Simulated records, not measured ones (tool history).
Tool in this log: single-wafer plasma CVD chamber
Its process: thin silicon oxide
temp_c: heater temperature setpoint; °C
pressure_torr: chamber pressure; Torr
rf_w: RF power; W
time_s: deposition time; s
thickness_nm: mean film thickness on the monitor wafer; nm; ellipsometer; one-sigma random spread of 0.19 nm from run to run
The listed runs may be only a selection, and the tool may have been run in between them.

run,hour,temp_c,pressure_torr,rf_w,time_s,thickness_nm
1,0.0,405,0.892,330,13.6,27.050
2,4.5,405,0.892,330,13.6,27.100
3,7.7,405,0.925,330,13.6,28.231
4,10.9,405,0.840,330,13.6,26.055
5,15.6,405,0.881,330,13.6,27.065
6,22.5,405,0.916,330,13.6,27.609
7,25.4,405,0.952,330,13.6,28.349
8,32.5,405,0.985,335,13.6,29.534
9,40.0,405,1.011,335,13.6,30.300
10,48.9,405,1.033,335,13.6,30.575
11,53.2,405,1.055,335,13.6,30.646
12,59.8,405,1.233,345,13.6,34.778
13,66.8,405,1.235,345,13.6,34.414

Run 14 is up next; what results do you expect?
14,68.0,405,1.237,345,13.6,?

thickness_nm: 34.504 nm
